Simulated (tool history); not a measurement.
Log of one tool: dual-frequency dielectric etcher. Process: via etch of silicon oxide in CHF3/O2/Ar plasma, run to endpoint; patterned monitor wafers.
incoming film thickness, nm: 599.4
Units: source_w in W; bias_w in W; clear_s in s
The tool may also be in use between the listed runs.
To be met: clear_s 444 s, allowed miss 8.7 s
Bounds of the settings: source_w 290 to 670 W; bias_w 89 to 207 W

run  hour  source_w  bias_w  clear_s
  1     0       480     148   389.22
  2   4.1       450     148   398.57
  3  12.1       430     146   404.64
  4  15.6       430     170   387.33
  5  16.4       380     170   403.84
  6  24.9       410     170   396.61
  7  31.9       390     167   405.67
  8  36.4       370     166   407.72
  9  42.3       350     162   421.27

5 next moves are on the table. One of them brings every result within its allowed miss. Which?
  A  48.2       390     162        ?
  B  48.2       360     147        ?
  C  48.2       420     172        ?
  D  48.2       350     153        ?
  E  48.2       310     152        ?

move  clear_s
   A   403.93
   B   424.79
   C   388.19
   D   424.47
   E   441.98
A: further off than the last run
B: nearer than the last run, and not there yet
C: further off than the last run
D: nearer than the last run, and not there yet
E: meets every target
Answer: E
